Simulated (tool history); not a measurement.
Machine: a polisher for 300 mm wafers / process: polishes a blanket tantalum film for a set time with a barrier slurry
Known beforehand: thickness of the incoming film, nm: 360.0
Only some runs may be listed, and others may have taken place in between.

run,hour,flow of slurry (ml/min),pressure of the wafer on the pad (kPa),speed of the pad under the wafer (cm/s),abrasive content of the slurry,polishing time (s),film removed (angstrom)
1,0,135,13.8,96,1,76,1246.3
2,1.9,135,13.8,96,0.85,76,1252
3,3.3,135,13.1,96,0.85,76,1184.6
4,7.8,135,15.2,96,0.85,76,1319
5,16.2,135,12.4,96,0.85,76,1136.1
6,18.5,135,11.7,96,0.85,76,1094.1

For run 7, what comes out?
7,19.6,135,11,96,0.85,76,?

film removed (angstrom): 1036.1
